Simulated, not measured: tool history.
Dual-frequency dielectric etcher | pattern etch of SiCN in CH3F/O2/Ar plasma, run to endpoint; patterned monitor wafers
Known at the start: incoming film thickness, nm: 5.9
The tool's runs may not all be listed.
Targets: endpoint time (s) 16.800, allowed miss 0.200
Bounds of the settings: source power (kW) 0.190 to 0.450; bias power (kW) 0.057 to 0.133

run,day,source power (kW),bias power (kW),endpoint time (s)
1,0.000,0.320,0.095,15.064
2,0.267,0.360,0.095,14.282
3,0.362,0.360,0.089,14.607
4,0.567,0.360,0.102,13.857
5,0.908,0.360,0.118,13.102
6,1.238,0.320,0.115,14.052
7,1.583,0.290,0.114,14.652
8,1.683,0.270,0.113,15.311
9,1.896,0.260,0.113,15.621
10,2.129,0.250,0.113,15.861
11,2.504,0.200,0.112,17.987
12,2.850,0.210,0.112,17.588
13,3.071,0.220,0.112,17.105

Which of these 5 next moves meets every target?
A,3.292,0.230,0.103,?
B,3.292,0.230,0.111,?
C,3.292,0.230,0.104,?
D,3.292,0.210,0.115,?
E,3.292,0.290,0.087,?

move,endpoint time (s)
A,17.206
B,16.701
C,17.140
D,17.299
E,16.310
A: further off than the last run
B: meets every target
C: further off than the last run
D: further off than the last run
E: takes the result that was furthest off past its target
Answer: B
